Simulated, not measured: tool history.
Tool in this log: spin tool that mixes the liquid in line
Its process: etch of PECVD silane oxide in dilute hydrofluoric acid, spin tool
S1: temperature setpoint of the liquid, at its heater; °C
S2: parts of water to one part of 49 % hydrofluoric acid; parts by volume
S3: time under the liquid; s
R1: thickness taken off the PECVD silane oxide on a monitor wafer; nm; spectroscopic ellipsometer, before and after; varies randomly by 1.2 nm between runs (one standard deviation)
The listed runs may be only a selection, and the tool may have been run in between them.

run 1 day=0 | S1=23 S2=95 S3=175 | R1=32.978
run 2 day=0.346 | S1=25 S2=95 S3=175 | R1=36.309
run 3 day=0.629 | S1=28 S2=95 S3=175 | R1=40.112
run 4 day=0.771 | S1=28 S2=80 S3=175 | R1=49.949
run 5 day=1.096 | S1=28 S2=80 S3=185 | R1=52.392
run 6 day=1.142 | S1=28.5 S2=70 S3=185 | R1=61.897
run 7 day=1.508 | S1=29 S2=65 S3=185 | R1=68.237
run 8 day=1.575 | S1=29 S2=60 S3=185 | R1=75.677
run 9 day=1.892 | S1=29 S2=55 S3=185 | R1=82.074
run 10 day=2.175 | S1=29 S2=50 S3=185 | R1=89.371
run 11 day=2.3 | S1=31 S2=20 S3=185 | R1=260.2
run 12 day=2.629 | S1=30 S2=20 S3=185 | R1=250.49
run 13 day=2.658 | S1=29 S2=20 S3=185 | R1=240.54
run 14 day=2.721 | S1=29 S2=25 S3=185 | R1=189.19
run 15 day=3 | S1=28 S2=25 S3=185 | R1=177.82
run 16 day=3.196 | S1=27.5 S2=25 S3=185 | R1=178.34
run 17 day=3.479 | S1=26.5 S2=25 S3=185 | R1=169.96

Forecast run 18:
run 18 day=3.683 | S1=26 S2=25 S3=185 | R1=?

For run 18 the tool returned R1 168.11 nm.
